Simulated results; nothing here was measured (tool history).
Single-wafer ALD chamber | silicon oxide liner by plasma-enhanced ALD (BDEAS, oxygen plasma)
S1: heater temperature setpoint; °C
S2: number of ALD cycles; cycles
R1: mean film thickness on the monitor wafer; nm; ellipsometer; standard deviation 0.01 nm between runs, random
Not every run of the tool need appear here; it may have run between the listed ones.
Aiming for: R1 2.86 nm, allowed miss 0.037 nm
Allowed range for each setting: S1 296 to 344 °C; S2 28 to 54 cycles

run  hour   S1  S2      R1
  1     0  320  41  3.7051
  2   5.9  330  41  3.6585
  3  13.9  330  46  4.0988
  4  20.8  337  46  4.0685
  5  24.4  327  46   4.112
  6  29.8  327  44  3.9296
  7  35.9  327  42  3.7177
  8  43.2  328  41   3.667
  9    45  328  40  3.5724
 10  50.6  328  39  3.4946
 11  56.9  328  38   3.377
 12  59.9  329  37  3.2946
 13  62.2  330  36  3.1993
 14  68.7  337  31  2.7187
 15    76  336  31  2.7395
 16  76.7  335  31  2.7371
 17  84.3  334  31  2.7363
 18  91.4  333  31   2.736
 19  95.3  332  31  2.7567

Exactly one of the 4 candidate moves below puts every result within its allowed miss. Which one?
  A  99.2  325  32   ?
  B  99.2  344  30   ?
  C  99.2  335  30   ?
  D  99.2  339  34   ?

move      R1
   A  2.8533
   B  2.6099
   C  2.6407
   D  2.9773
A: hits every target within its allowed miss
B: the biggest miss grows against the last run
C: the biggest miss grows against the last run
D: carries the result that was furthest off beyond its target, to the other side
The move that meets every target is A.
